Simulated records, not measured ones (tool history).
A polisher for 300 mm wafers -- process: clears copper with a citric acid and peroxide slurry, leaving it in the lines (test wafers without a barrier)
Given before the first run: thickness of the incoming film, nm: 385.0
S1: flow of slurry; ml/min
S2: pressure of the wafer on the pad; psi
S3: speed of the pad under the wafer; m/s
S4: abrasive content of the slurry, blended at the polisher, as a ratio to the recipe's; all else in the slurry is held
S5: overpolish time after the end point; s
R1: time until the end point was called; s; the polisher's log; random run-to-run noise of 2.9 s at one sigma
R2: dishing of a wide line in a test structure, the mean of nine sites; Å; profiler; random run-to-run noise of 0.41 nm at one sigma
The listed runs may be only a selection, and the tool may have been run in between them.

{"run": 1, "hour": 0.0, "S1": 295, "S2": 2.6, "S3": 1.26, "S4": 1.0, "S5": 13, "R1": 183.29, "R2": 193.99}
{"run": 2, "hour": 1.3, "S1": 295, "S2": 2.6, "S3": 1.46, "S4": 1.0, "S5": 13, "R1": 156.25, "R2": 208.89}
{"run": 3, "hour": 6.1, "S1": 295, "S2": 2.4, "S3": 1.44, "S4": 1.0, "S5": 14, "R1": 168.51, "R2": 208.77}
{"run": 4, "hour": 15.2, "S1": 295, "S2": 2.4, "S3": 1.44, "S4": 1.0, "S5": 19, "R1": 169.46, "R2": 274.23}
{"run": 5, "hour": 17.6, "S1": 295, "S2": 2.2, "S3": 1.44, "S4": 1.0, "S5": 19, "R1": 185.15, "R2": 254.95}
{"run": 6, "hour": 19.7, "S1": 295, "S2": 2.1, "S3": 1.44, "S4": 1.0, "S5": 19, "R1": 183.32, "R2": 241.3}
{"run": 7, "hour": 23.4, "S1": 295, "S2": 2.0, "S3": 1.42, "S4": 1.0, "S5": 20, "R1": 200.56, "R2": 245.35}

Run 8, settings as shown, results not yet in. Your forecast:
{"run": 8, "hour": 26.2, "S1": 295, "S2": 1.9, "S3": 1.42, "S4": 1.0, "S5": 20, "R1": "?", "R2": "?"}

Run 8 gave R1 205.94 s, R2 241.72 Å.

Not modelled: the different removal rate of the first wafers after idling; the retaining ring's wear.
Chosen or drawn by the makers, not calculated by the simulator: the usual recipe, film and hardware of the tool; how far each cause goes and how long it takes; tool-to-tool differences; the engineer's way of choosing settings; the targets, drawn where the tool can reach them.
